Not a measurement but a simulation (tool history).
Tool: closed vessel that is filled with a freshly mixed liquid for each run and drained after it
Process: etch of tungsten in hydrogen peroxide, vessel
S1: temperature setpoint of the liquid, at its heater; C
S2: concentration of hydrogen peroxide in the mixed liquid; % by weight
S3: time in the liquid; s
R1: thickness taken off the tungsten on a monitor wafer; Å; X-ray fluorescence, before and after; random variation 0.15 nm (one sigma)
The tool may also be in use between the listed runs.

run	hour	S1	S2	S3	R1
1	0	50	25	30	398.18
2	0.9	50.5	25	30	408.52
3	9.4	50.5	25	30	407.14
4	18.5	50.5	25	30	408.65
5	21.6	47.5	25	30	339.52
6	23.7	47.5	20.5	30	308.56
7	27.7	47.5	20.5	30	307.97
8	36.1	48.5	20.5	30	325.94
9	38.4	49.5	20.5	30	348.98
10	45.2	50.5	20.5	30	368.45
11	47.6	50.5	20.5	30	368.66
12	56.8	51	20.5	30	383.56
13	64.2	51.5	20.5	30	391.8
14	65.6	52	20.5	30	405.6
15	71.5	52	20.5	30	404.48

The next listed run, before its measurement:
16	80.4	52.5	20.5	30	?

Run 16 gave R1 417.65 Å.

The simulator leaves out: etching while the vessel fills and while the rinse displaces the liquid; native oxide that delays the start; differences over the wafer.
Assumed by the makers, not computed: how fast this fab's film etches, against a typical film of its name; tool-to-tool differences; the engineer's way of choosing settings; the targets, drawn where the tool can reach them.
